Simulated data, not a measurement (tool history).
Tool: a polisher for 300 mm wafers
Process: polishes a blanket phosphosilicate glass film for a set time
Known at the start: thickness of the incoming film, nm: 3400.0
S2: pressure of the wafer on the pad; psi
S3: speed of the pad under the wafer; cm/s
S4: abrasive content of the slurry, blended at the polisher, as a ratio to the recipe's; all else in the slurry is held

Run 1, day 0.000: flow of slurry (ml/min) 220, S2 4.0 psi, S3 76 cm/s, S4 1.00, polishing time (s) 46. Result: film removed (angstrom) 3896.8.
Run 2, day 0.162: flow of slurry (ml/min) 220, S2 4.0 psi, S3 76 cm/s, S4 1.00, polishing time (s) 41. Result: film removed (angstrom) 3488.4.
Run 3, day 0.450: flow of slurry (ml/min) 220, S2 3.5 psi, S3 70 cm/s, S4 1.00, polishing time (s) 41. Result: film removed (angstrom) 2910.6.
Run 4, day 0.533: flow of slurry (ml/min) 220, S2 3.5 psi, S3 70 cm/s, S4 1.00, polishing time (s) 46. Result: film removed (angstrom) 3318.8.
Run 5, day 0.650: flow of slurry (ml/min) 220, S2 3.5 psi, S3 70 cm/s, S4 1.00, polishing time (s) 46. Result: film removed (angstrom) 3339.2.
Run 6, day 0.850: flow of slurry (ml/min) 220, S2 3.1 psi, S3 62 cm/s, S4 0.95, polishing time (s) 46. Result: film removed (angstrom) 2645.5.
Run 7, day 1.029: flow of slurry (ml/min) 220, S2 2.8 psi, S3 56 cm/s, S4 0.95, polishing time (s) 46. Result: film removed (angstrom) 2318.8.
Run 8, day 1.112: flow of slurry (ml/min) 220, S2 2.6 psi, S3 52 cm/s, S4 0.95, polishing time (s) 46. Result: film removed (angstrom) 2075.6.

Run 9 comes next. What will it give?
Run 9, day 1.275: flow of slurry (ml/min) 215, S2 1.8 psi, S3 42 cm/s, S4 0.95, polishing time (s) 46. Result: film removed (angstrom) ?.

film removed (angstrom): 1343.4
